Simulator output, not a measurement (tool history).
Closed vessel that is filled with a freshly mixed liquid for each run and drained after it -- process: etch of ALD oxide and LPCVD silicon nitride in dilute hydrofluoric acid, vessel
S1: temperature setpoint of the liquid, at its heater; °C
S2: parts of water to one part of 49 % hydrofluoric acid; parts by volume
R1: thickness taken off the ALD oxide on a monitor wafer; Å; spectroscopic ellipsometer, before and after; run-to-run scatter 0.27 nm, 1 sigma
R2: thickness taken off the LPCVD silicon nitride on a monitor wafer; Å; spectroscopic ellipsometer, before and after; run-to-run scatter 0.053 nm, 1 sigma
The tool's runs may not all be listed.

Run 1, day 0.000: S1 23.0 °C, S2 80 parts by volume, time in the liquid (s) 60. Result: R1 161.01 Å, R2 3.2593 Å.
Run 2, day 0.300: S1 24.0 °C, S2 75 parts by volume, time in the liquid (s) 60. Result: R1 178.86 Å, R2 3.8158 Å.
Run 3, day 0.383: S1 24.0 °C, S2 75 parts by volume, time in the liquid (s) 35. Result: R1 104.69 Å, R2 2.0354 Å.
Run 4, day 0.675: S1 25.0 °C, S2 65 parts by volume, time in the liquid (s) 35. Result: R1 127.60 Å, R2 2.4938 Å.
Run 5, day 0.983: S1 25.0 °C, S2 55 parts by volume, time in the liquid (s) 35. Result: R1 151.95 Å, R2 3.0849 Å.
Run 6, day 1.358: S1 25.0 °C, S2 55 parts by volume, time in the liquid (s) 30. Result: R1 129.10 Å, R2 2.4481 Å.
Run 7, day 1.438: S1 26.0 °C, S2 50 parts by volume, time in the liquid (s) 30. Result: R1 152.05 Å, R2 2.8943 Å.
Run 8, day 1.533: S1 27.0 °C, S2 45 parts by volume, time in the liquid (s) 30. Result: R1 174.76 Å, R2 3.2296 Å.
Run 9, day 1.917: S1 31.0 °C, S2 25 parts by volume, time in the liquid (s) 30. Result: R1 379.24 Å, R2 8.1661 Å.
Run 10, day 2.188: S1 31.0 °C, S2 25 parts by volume, time in the liquid (s) 30. Result: R1 380.58 Å, R2 8.1915 Å.
Run 11, day 2.438: S1 30.5 °C, S2 25 parts by volume, time in the liquid (s) 30. Result: R1 380.48 Å, R2 8.9888 Å.
Run 12, day 2.546: S1 30.0 °C, S2 25 parts by volume, time in the liquid (s) 30. Result: R1 368.39 Å, R2 8.2348 Å.
Run 13, day 2.750: S1 26.0 °C, S2 40 parts by volume, time in the liquid (s) 30. Result: R1 191.05 Å, R2 4.0509 Å.
Run 14, day 2.879: S1 26.5 °C, S2 40 parts by volume, time in the liquid (s) 30. Result: R1 195.39 Å, R2 4.0952 Å.

Run 15 is up next; what results do you expect?
Run 15, day 3.258: S1 27.0 °C, S2 40 parts by volume, time in the liquid (s) 30. Result: R1 ?, R2 ?.

Run 15 gave R1 202.07 Å, R2 4.7846 Å.

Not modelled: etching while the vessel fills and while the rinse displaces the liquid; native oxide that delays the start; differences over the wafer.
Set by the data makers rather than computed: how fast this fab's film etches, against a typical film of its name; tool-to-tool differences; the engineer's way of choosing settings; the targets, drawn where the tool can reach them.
